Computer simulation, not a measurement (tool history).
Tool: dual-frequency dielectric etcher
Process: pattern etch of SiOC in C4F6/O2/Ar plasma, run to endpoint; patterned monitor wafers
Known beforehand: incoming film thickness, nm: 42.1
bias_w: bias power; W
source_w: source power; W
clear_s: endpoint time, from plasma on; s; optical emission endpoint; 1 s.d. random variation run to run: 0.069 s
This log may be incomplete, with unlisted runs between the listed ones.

Run 1, hour 0: bias_w 508 W, source_w 330 W. Result: clear_s 15.665 s.
Run 2, hour 3.6: bias_w 508 W, source_w 290 W. Result: clear_s 16.55 s.
Run 3, hour 6.3: bias_w 508 W, source_w 270 W. Result: clear_s 17.203 s.
Run 4, hour 10.7: bias_w 573 W, source_w 310 W. Result: clear_s 15.299 s.
Run 5, hour 16.8: bias_w 573 W, source_w 280 W. Result: clear_s 16.005 s.
Run 6, hour 22.4: bias_w 506 W, source_w 280 W. Result: clear_s 16.733 s.
Run 7, hour 25.5: bias_w 572 W, source_w 320 W. Result: clear_s 15.028 s.
Run 8, hour 27.3: bias_w 572 W, source_w 320 W. Result: clear_s 15.21 s.
Run 9, hour 33: bias_w 616 W, source_w 340 W. Result: clear_s 14.379 s.
Run 10, hour 41.6: bias_w 646 W, source_w 360 W. Result: clear_s 13.796 s.

Expected results for the next run?
Run 11, hour 47.7: bias_w 646 W, source_w 360 W. Result: clear_s ?.

{"run 11": {"clear_s": 13.783}}
